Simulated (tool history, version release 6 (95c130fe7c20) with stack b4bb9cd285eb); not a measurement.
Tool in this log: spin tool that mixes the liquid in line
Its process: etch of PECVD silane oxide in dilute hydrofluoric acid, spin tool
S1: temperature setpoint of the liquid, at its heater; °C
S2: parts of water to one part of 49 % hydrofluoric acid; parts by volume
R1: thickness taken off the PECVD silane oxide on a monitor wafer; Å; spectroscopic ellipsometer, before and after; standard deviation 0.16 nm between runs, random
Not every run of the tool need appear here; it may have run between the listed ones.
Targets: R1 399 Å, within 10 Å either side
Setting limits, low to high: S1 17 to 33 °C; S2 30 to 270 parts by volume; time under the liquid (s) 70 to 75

Run 1, hour 0: S1 25 °C, S2 150 parts by volume, time under the liquid (s) 70. Result: R1 188.46 Å.
Run 2, hour 1.1: S1 26.5 °C, S2 140 parts by volume, time under the liquid (s) 70. Result: R1 215.96 Å.
Run 3, hour 6: S1 28 °C, S2 130 parts by volume, time under the liquid (s) 70. Result: R1 250.62 Å.
Run 4, hour 11.6: S1 29 °C, S2 125 parts by volume, time under the liquid (s) 70. Result: R1 271.81 Å.
Run 5, hour 17.5: S1 27 °C, S2 125 parts by volume, time under the liquid (s) 70. Result: R1 253.35 Å.
Run 6, hour 23.7: S1 30 °C, S2 125 parts by volume, time under the liquid (s) 70. Result: R1 281.17 Å.
Run 7, hour 27.6: S1 30.5 °C, S2 120 parts by volume, time under the liquid (s) 70. Result: R1 302.32 Å.
Run 8, hour 34.3: S1 31 °C, S2 115 parts by volume, time under the liquid (s) 70. Result: R1 322.27 Å.
Run 9, hour 39.5: S1 31.5 °C, S2 110 parts by volume, time under the liquid (s) 70. Result: R1 347.97 Å.
Run 10, hour 46.4: S1 32 °C, S2 110 parts by volume, time under the liquid (s) 70. Result: R1 352.35 Å.
Run 11, hour 52.9: S1 32 °C, S2 110 parts by volume, time under the liquid (s) 70. Result: R1 351.81 Å.
Run 12, hour 56.9: S1 33 °C, S2 95 parts by volume, time under the liquid (s) 70. Result: R1 430.8 Å.
Run 13, hour 65.7: S1 32.5 °C, S2 95 parts by volume, time under the liquid (s) 70. Result: R1 423.67 Å.
Run 14, hour 68.4: S1 32 °C, S2 95 parts by volume, time under the liquid (s) 70. Result: R1 416.05 Å.
Run 15, hour 77: S1 31.5 °C, S2 95 parts by volume, time under the liquid (s) 70. Result: R1 406.22 Å.

Which single option among these 4 for the next run brings every result within its allowed miss of target? Just one does.
Run A, hour 85.6: S1 29 °C, S2 95 parts by volume, time under the liquid (s) 75. Result: R1 ?.
Run B, hour 85.6: S1 28 °C, S2 85 parts by volume, time under the liquid (s) 75. Result: R1 ?.
Run C, hour 85.6: S1 33 °C, S2 95 parts by volume, time under the liquid (s) 70. Result: R1 ?.
Run D, hour 85.6: S1 32 °C, S2 100 parts by volume, time under the liquid (s) 75. Result: R1 ?.

move      R1
   A  402.27
   B  438.73
   C  435.89
   D  424.48
A: every result within its allowed miss
B: lands further from the targets than the last run did
C: lands further from the targets than the last run did
D: lands further from the targets than the last run did
Correct choice: A, which meets every target

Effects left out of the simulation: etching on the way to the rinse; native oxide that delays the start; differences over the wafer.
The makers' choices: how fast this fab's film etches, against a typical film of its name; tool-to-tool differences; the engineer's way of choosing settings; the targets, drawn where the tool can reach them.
